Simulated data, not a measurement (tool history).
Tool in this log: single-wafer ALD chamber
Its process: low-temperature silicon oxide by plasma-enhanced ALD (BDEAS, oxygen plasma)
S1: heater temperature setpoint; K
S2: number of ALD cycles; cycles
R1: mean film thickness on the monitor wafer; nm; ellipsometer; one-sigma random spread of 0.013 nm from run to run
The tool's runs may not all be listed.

Run 1, hour 0.0: S1 368.15 K, S2 30 cycles. Result: R1 4.4579 nm.
Run 2, hour 2.5: S1 368.15 K, S2 27 cycles. Result: R1 4.0020 nm.
Run 3, hour 9.7: S1 368.15 K, S2 30 cycles. Result: R1 4.4354 nm.
Run 4, hour 13.3: S1 368.15 K, S2 26 cycles. Result: R1 3.8621 nm.
Run 5, hour 22.1: S1 368.15 K, S2 29 cycles. Result: R1 4.3056 nm.
Run 6, hour 27.7: S1 366.15 K, S2 30 cycles. Result: R1 4.4838 nm.
Run 7, hour 30.7: S1 364.15 K, S2 31 cycles. Result: R1 4.6864 nm.
Run 8, hour 38.7: S1 362.15 K, S2 32 cycles. Result: R1 4.8564 nm.
Run 9, hour 47.6: S1 361.15 K, S2 33 cycles. Result: R1 5.0301 nm.
Run 10, hour 56.1: S1 360.15 K, S2 33 cycles. Result: R1 5.0587 nm.
Run 11, hour 60.1: S1 359.15 K, S2 33 cycles. Result: R1 5.0699 nm.

What does the tool deliver on the next run?
Run 12, hour 68.6: S1 358.15 K, S2 33 cycles. Result: R1 ?.

Run 12 measured R1 5.1019 nm.

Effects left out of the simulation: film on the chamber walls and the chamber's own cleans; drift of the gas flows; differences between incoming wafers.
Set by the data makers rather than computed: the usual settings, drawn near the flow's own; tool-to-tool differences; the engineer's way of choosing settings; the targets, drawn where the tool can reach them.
